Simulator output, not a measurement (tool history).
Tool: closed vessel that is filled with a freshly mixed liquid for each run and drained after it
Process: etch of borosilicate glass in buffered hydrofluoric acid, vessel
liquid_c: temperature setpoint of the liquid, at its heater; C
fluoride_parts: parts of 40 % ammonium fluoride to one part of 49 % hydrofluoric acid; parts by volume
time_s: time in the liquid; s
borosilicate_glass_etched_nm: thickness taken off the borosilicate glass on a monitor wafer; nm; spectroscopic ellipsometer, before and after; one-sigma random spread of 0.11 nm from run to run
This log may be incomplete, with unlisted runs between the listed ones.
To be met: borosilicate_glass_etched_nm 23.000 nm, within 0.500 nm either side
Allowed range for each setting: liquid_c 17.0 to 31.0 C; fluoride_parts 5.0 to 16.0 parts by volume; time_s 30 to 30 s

run  hour  liquid_c  fluoride_parts  time_s  borosilicate_glass_etched_nm
  1   0.0      23.0             9.5      30                        40.204
  2   2.3      22.0            10.0      30                        36.994
  3   4.9      22.0            10.0      30                        36.961
  4   7.6      22.0            10.0      30                        36.742
  5  13.8      21.0            10.5      30                        33.053
  6  16.8      20.0            11.0      30                        30.217
  7  21.4      19.5            11.5      30                        27.991
  8  26.6      19.0            11.5      30                        27.128
  9  29.7      18.5            11.5      30                        26.416
 10  35.2      18.0            11.5      30                        25.777
 11  40.5      18.0            11.5      30                        25.946
 12  49.5      18.0            11.5      30                        25.878
 13  55.9      17.5            12.0      30                        24.183
 14  59.1      17.5            12.0      30                        23.817

4 candidate next runs follow, results not yet known. Just one meets every target within its allowed miss. Identify it.
  A  62.3      18.0            13.0      30                             ?
  B  62.3      19.5            13.5      30                             ?
  C  62.3      17.0            11.5      30                             ?
  D  62.3      20.5            14.0      30                             ?

move  borosilicate_glass_etched_nm
   A                        22.726
   B                        23.784
   C                        24.272
   D                        24.237
A: every result lands within tolerance
B: as far off as the last run
C: misses by more than the last run did
D: misses by more than the last run did
Move A is the one to make.
